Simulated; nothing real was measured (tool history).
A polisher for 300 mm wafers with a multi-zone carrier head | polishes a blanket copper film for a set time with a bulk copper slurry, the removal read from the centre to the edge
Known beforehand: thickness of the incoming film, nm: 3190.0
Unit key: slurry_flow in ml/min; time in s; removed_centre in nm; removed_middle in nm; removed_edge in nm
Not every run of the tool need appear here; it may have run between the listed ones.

run 1 day=0 | slurry_flow=260 centre_zone=1 middle_zone=1 edge_zone=1 slurry_solids=1 time=40 | removed_centre=474.94 removed_middle=461.07 removed_edge=460.27
run 2 day=0.15 | slurry_flow=275 centre_zone=1.01 middle_zone=1.04 edge_zone=0.99 slurry_solids=1.1 time=40 | removed_centre=482.47 removed_middle=486.82 removed_edge=465.69
run 3 day=0.2 | slurry_flow=285 centre_zone=1.03 middle_zone=1.07 edge_zone=0.98 slurry_solids=1.2 time=40 | removed_centre=504.19 removed_middle=506.61 removed_edge=472.71
run 4 day=0.279 | slurry_flow=285 centre_zone=1.03 middle_zone=1.12 edge_zone=0.98 slurry_solids=1.2 time=40 | removed_centre=500.52 removed_middle=525.81 removed_edge=462.61
run 5 day=0.608 | slurry_flow=285 centre_zone=1.03 middle_zone=1.19 edge_zone=0.98 slurry_solids=1.2 time=40 | removed_centre=508.36 removed_middle=556.62 removed_edge=459.99
run 6 day=0.892 | slurry_flow=285 centre_zone=1.07 middle_zone=1.19 edge_zone=0.98 slurry_solids=1.2 time=40 | removed_centre=524.15 removed_middle=549.98 removed_edge=471.76
run 7 day=1.071 | slurry_flow=295 centre_zone=1.06 middle_zone=1.19 edge_zone=0.97 slurry_solids=1.25 time=40 | removed_centre=521.78 removed_middle=555.97 removed_edge=470.45
run 8 day=1.388 | slurry_flow=300 centre_zone=1.06 middle_zone=1.19 edge_zone=0.95 slurry_solids=1.3 time=41 | removed_centre=545.32 removed_middle=580.32 removed_edge=472.13

Run 9, settings as shown, results not yet in. Your forecast:
run 9 day=1.629 | slurry_flow=305 centre_zone=1.06 middle_zone=1.19 edge_zone=0.96 slurry_solids=1.35 time=41 | removed_centre=? removed_middle=? removed_edge=?

removed_centre: 546.69 nm
removed_middle: 583.15 nm
removed_edge: 486.83 nm

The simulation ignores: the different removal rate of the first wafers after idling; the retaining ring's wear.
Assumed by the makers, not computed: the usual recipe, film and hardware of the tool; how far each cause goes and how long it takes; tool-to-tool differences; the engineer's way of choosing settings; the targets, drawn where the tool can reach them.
